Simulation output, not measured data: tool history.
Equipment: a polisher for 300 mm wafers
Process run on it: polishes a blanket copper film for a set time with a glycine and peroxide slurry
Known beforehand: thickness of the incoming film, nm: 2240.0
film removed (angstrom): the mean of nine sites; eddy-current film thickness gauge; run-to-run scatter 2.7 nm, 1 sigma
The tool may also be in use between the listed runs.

run	hour	flow of slurry (ml/min)	pressure of the wafer on the pad (psi)	speed of the pad under the wafer (cm/s)	polishing time (s)	film removed (angstrom)
1	0	310	2	90	68	2905.1
2	1.9	310	1.8	90	68	2702.6
3	10.1	310	1.6	88	68	2457.9
4	18	310	1.5	88	68	2381.5
5	19.1	310	1.5	88	68	2418.1
6	23.2	350	1.5	88	68	2417.4
7	26.1	350	1.5	88	68	2440.5

Run 8 comes next. What will it give?
8	34.2	350	1.4	88	68	?

film removed (angstrom): 2265.3
